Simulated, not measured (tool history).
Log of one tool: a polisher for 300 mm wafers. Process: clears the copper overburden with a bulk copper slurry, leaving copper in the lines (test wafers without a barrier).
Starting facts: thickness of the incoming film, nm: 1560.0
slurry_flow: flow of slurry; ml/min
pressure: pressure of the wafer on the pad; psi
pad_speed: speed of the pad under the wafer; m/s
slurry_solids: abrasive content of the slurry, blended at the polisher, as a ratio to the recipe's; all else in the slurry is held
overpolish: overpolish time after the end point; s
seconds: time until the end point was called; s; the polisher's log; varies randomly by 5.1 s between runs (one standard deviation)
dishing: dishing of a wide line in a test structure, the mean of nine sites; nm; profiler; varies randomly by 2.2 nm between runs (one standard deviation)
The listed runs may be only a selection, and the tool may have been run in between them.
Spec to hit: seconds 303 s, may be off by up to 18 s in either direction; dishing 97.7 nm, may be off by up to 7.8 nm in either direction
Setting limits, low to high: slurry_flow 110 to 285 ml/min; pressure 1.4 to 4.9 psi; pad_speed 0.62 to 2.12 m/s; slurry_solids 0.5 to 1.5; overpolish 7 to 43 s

run    day  slurry_flow  pressure  pad_speed  slurry_solids  overpolish  seconds  dishing
  1      0          180       3.1       1.36              1          22   143.64   107.89
  2  0.296          180       3.4       1.36              1          22   128.44   115.72
  3  0.458          180       2.9        1.3              1          26   158.78   111.45
  4  0.642          180       2.5       1.24              1          29   189.87   108.83
  5    0.7          180       2.2        1.2              1          31   224.15   98.781
  6    0.9          180         2       1.18              1          33   239.24    97.41
  7  1.254          180         2       1.18              1          33   246.99    98.53
  8  1.375          180       1.9       1.18              1          34   256.35   94.863
  9  1.683          180       1.8       1.16              1          36    276.4   91.541
 10  1.792          180       1.9       1.12              1          38   276.01    99.07
 11  1.833          180       1.9       1.12              1          39   281.94   96.782
 12  2.033          180       1.9       1.12              1          40   270.32   104.37
 13  2.212          180       1.5        1.1              1          40   344.43   83.828
 14  2.442          180       1.6        1.1              1          40   326.32   86.132

Pick the move, out of 5, that brings all results within their allowed miss; only one does.
  A  2.671          235       2.1        0.7            1.1          26        ?        ?
  B  2.671          180       1.7        1.1           1.15          43        ?        ?
  C  2.671          190       1.4       1.12           1.25          33        ?        ?
  D  2.671          155       1.6        1.4              1          25        ?        ?
  E  2.671          165       1.6       1.46              1          23        ?        ?

move  seconds  dishing
   A   368.28   69.006
   B   303.58   95.041
   C   350.07   76.531
   D   268.15   78.002
   E   254.65   76.711
A: the biggest miss grows against the last run
B: hits every target within its allowed miss
C: the biggest miss grows against the last run
D: the biggest miss grows against the last run
E: the biggest miss grows against the last run
Move B is the one to make.
